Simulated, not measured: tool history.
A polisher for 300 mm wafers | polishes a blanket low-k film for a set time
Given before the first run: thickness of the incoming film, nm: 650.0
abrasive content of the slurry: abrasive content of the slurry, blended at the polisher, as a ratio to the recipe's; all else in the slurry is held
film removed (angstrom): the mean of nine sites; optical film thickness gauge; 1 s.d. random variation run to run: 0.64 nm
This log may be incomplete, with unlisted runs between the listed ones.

| run | day | flow of slurry (ml/min) | pressure of the wafer on the pad (psi) | speed of the pad under the wafer (m/s) | abrasive content of the slurry | polishing time (s) | film removed (angstrom) |
|---|---|---|---|---|---|---|---|
| 1 | 0 | 170 | 2.2 | 1.2 | 1 | 92 | 494.12 |
| 2 | 0.029 | 170 | 2.2 | 1.2 | 1 | 96 | 515.63 |
| 3 | 0.2 | 175 | 2.4 | 1.2 | 1 | 96 | 553.69 |
| 4 | 0.5 | 135 | 2.4 | 1.2 | 1 | 96 | 538.31 |
|  | 0.617 | worn pad replaced by a new one |
| 5 | 0.617 | 135 | 2.4 | 1.2 | 1 | 92 | 572.72 |
| 6 | 0.875 | 130 | 2.5 | 1.2 | 1 | 92 | 592.32 |
| 7 | 1.121 | 130 | 2.6 | 1.2 | 1 | 92 | 608.93 |

For run 8, what comes out?
| 8 | 1.288 | 130 | 2.7 | 1.2 | 1 | 92 | ? |

Run 8 gave film removed (angstrom) 619.35.
